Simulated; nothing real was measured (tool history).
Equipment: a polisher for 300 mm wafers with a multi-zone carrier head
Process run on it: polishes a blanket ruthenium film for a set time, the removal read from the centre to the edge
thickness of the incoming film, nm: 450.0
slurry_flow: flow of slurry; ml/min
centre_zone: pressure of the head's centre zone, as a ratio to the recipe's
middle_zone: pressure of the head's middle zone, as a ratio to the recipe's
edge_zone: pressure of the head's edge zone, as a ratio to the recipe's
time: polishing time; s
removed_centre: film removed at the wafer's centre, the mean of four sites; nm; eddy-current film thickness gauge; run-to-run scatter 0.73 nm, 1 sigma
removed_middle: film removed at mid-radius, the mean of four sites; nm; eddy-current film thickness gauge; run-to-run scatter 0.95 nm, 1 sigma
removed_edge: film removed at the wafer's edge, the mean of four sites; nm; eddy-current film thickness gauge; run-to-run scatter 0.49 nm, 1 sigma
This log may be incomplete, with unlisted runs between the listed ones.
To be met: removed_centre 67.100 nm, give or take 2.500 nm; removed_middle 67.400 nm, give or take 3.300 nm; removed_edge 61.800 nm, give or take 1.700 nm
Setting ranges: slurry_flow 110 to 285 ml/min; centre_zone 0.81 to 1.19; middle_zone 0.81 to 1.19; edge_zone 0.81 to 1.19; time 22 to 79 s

{"run": 1, "day": 0.0, "slurry_flow": 180, "centre_zone": 1.0, "middle_zone": 1.0, "edge_zone": 1.0, "time": 50, "removed_centre": 44.246, "removed_middle": 44.85, "removed_edge": 43.574}
{"run": 2, "day": 0.346, "slurry_flow": 195, "centre_zone": 1.03, "middle_zone": 1.03, "edge_zone": 1.03, "time": 53, "removed_centre": 48.476, "removed_middle": 50.545, "removed_edge": 47.423}
{"run": 3, "day": 0.462, "slurry_flow": 195, "centre_zone": 1.03, "middle_zone": 1.07, "edge_zone": 1.03, "time": 53, "removed_centre": 48.795, "removed_middle": 51.44, "removed_edge": 47.749}
{"run": 4, "day": 0.488, "slurry_flow": 195, "centre_zone": 1.03, "middle_zone": 1.07, "edge_zone": 1.07, "time": 53, "removed_centre": 48.357, "removed_middle": 52.12, "removed_edge": 48.523}
{"run": 5, "day": 0.529, "slurry_flow": 205, "centre_zone": 1.06, "middle_zone": 1.07, "edge_zone": 1.09, "time": 55, "removed_centre": 53.689, "removed_middle": 53.636, "removed_edge": 51.226}
{"run": 6, "day": 0.654, "slurry_flow": 215, "centre_zone": 1.07, "middle_zone": 1.09, "edge_zone": 1.11, "time": 57, "removed_centre": 54.785, "removed_middle": 56.406, "removed_edge": 53.413}
{"run": 7, "day": 0.758, "slurry_flow": 215, "centre_zone": 1.09, "middle_zone": 1.11, "edge_zone": 1.12, "time": 59, "removed_centre": 56.639, "removed_middle": 59.687, "removed_edge": 55.139}
{"run": 8, "day": 0.938, "slurry_flow": 225, "centre_zone": 1.11, "middle_zone": 1.11, "edge_zone": 1.13, "time": 60, "removed_centre": 60.21, "removed_middle": 60.323, "removed_edge": 56.94}
{"run": 9, "day": 1.175, "slurry_flow": 230, "centre_zone": 1.12, "middle_zone": 1.12, "edge_zone": 1.13, "time": 61, "removed_centre": 61.504, "removed_middle": 62.634, "removed_edge": 57.654}
{"run": 10, "day": 1.529, "slurry_flow": 235, "centre_zone": 1.13, "middle_zone": 1.12, "edge_zone": 1.14, "time": 62, "removed_centre": 63.931, "removed_middle": 62.796, "removed_edge": 59.368}
{"run": 11, "day": 1.725, "slurry_flow": 240, "centre_zone": 1.13, "middle_zone": 1.13, "edge_zone": 1.14, "time": 62, "removed_centre": 63.929, "removed_middle": 62.146, "removed_edge": 59.641}

Which one of the following 5 next-run settings gets every result inside its allowed miss? There is exactly one.
{"run": "A", "day": 1.921, "slurry_flow": 285, "centre_zone": 1.03, "middle_zone": 0.97, "edge_zone": 1.19, "time": 62, "removed_centre": "?", "removed_middle": "?", "removed_edge": "?"}
{"run": "B", "day": 1.921, "slurry_flow": 180, "centre_zone": 1.12, "middle_zone": 1.12, "edge_zone": 1.1, "time": 67, "removed_centre": "?", "removed_middle": "?", "removed_edge": "?"}
{"run": "C", "day": 1.921, "slurry_flow": 285, "centre_zone": 1.06, "middle_zone": 0.92, "edge_zone": 1.19, "time": 64, "removed_centre": "?", "removed_middle": "?", "removed_edge": "?"}
{"run": "D", "day": 1.921, "slurry_flow": 285, "centre_zone": 1.09, "middle_zone": 0.98, "edge_zone": 1.13, "time": 65, "removed_centre": "?", "removed_middle": "?", "removed_edge": "?"}
{"run": "E", "day": 1.921, "slurry_flow": 180, "centre_zone": 1.15, "middle_zone": 1.19, "edge_zone": 1.13, "time": 59, "removed_centre": "?", "removed_middle": "?", "removed_edge": "?"}

move=A removed_centre=59.812 removed_middle=58.962 removed_edge=61.409
move=B removed_centre=66.523 removed_middle=68.652 removed_edge=61.403
move=C removed_centre=63.439 removed_middle=58.220 removed_edge=63.432
move=D removed_centre=66.205 removed_middle=62.338 removed_edge=62.667
move=E removed_centre=60.116 removed_middle=63.687 removed_edge=54.766
A: lands further from the targets than the last run did
B: hits every target within its allowed miss
C: lands further from the targets than the last run did
D: about the same distance from the targets as the last run
E: lands further from the targets than the last run did
The move that meets every target is B.
